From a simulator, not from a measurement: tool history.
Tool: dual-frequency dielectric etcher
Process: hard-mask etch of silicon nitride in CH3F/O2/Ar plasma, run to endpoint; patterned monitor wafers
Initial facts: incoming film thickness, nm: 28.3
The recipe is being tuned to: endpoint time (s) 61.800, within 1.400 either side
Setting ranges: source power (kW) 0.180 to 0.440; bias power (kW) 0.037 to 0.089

run	hour	source power (kW)	bias power (kW)	endpoint time (s)
1	0.0	0.310	0.063	53.839
2	4.3	0.290	0.062	56.510
3	8.8	0.340	0.062	52.450
4	11.5	0.320	0.061	54.757
5	14.2	0.320	0.057	56.319
6	19.1	0.310	0.057	56.927
7	22.3	0.300	0.057	57.977
8	28.6	0.290	0.057	58.383
9	34.4	0.280	0.057	59.446
10	40.8	0.270	0.057	60.526

Pick the move, out of 4, that brings all results within their allowed miss; only one does.
A	47.2	0.310	0.055	?
B	47.2	0.280	0.058	?
C	47.2	0.260	0.062	?
D	47.2	0.310	0.049	?

move	endpoint time (s)
A	57.901
B	58.564
C	58.139
D	61.874
A: its largest miss is bigger than the last run's
B: its largest miss is bigger than the last run's
C: its largest miss is bigger than the last run's
D: each result inside its tolerance
So the answer is move D, the one that meets all the targets.

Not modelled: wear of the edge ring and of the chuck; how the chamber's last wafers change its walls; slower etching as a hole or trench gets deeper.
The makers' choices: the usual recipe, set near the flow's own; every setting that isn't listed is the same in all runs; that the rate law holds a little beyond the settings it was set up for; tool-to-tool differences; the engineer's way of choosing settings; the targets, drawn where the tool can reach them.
